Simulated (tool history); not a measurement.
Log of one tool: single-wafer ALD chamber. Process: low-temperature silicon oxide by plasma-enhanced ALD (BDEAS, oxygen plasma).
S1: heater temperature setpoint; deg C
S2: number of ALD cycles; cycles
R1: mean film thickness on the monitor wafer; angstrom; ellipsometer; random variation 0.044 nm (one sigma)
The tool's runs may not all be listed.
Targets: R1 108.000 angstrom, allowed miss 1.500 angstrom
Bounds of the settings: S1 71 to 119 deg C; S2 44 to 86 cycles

| run | hour | S1 | S2 | R1 |
|---|---|---|---|---|
| 1 | 0.0 | 95 | 65 | 90.592 |
| 2 | 6.0 | 95 | 58 | 80.860 |
| 3 | 7.8 | 90 | 62 | 87.376 |
| 4 | 11.6 | 98 | 62 | 85.358 |
| 5 | 15.3 | 98 | 54 | 73.919 |
| 6 | 17.8 | 92 | 59 | 83.305 |
| 7 | 23.1 | 87 | 62 | 88.075 |
| 8 | 28.0 | 84 | 65 | 93.846 |
| 9 | 31.8 | 81 | 67 | 97.707 |
| 10 | 35.5 | 79 | 68 | 100.750 |

Which of these 5 next moves meets every target?
| A | 39.2 | 87 | 67 | ? |
| B | 39.2 | 73 | 65 | ? |
| C | 39.2 | 81 | 74 | ? |
| D | 39.2 | 81 | 61 | ? |
| E | 39.2 | 97 | 70 | ? |

| move | R1 |
|---|---|
| A | 95.805 |
| B | 97.187 |
| C | 107.880 |
| D | 88.932 |
| E | 96.832 |
A: further off than the last run
B: further off than the last run
C: meets every target
D: further off than the last run
E: further off than the last run
Move C is the one to make.
